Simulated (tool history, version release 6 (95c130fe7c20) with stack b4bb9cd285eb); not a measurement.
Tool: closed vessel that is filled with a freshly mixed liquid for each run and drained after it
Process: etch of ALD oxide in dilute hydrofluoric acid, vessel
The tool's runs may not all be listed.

run,hour,temperature setpoint of the liquid (K),parts of water to one part of 49 % hydrofluoric acid (parts by volume),time in the liquid (s),thickness taken off the ALD oxide on a monitor wafer (Å)
1,0.0,297.15,140,875,568.03
2,8.9,297.15,140,875,564.63
3,14.9,297.15,140,875,568.73
4,19.9,297.15,140,935,608.89
5,25.8,297.15,140,935,609.07
6,34.5,295.65,145,935,548.86
7,35.9,294.15,150,935,495.19
8,36.6,293.15,155,935,457.54
# hour 39.0: thermometer replaced
9,39.0,292.65,155,935,493.17

The next listed run, before its measurement:
10,42.3,292.15,160,935,?

{"run 10": {"thickness taken off the ALD oxide on a monitor wafer (Å)": 466.21}}
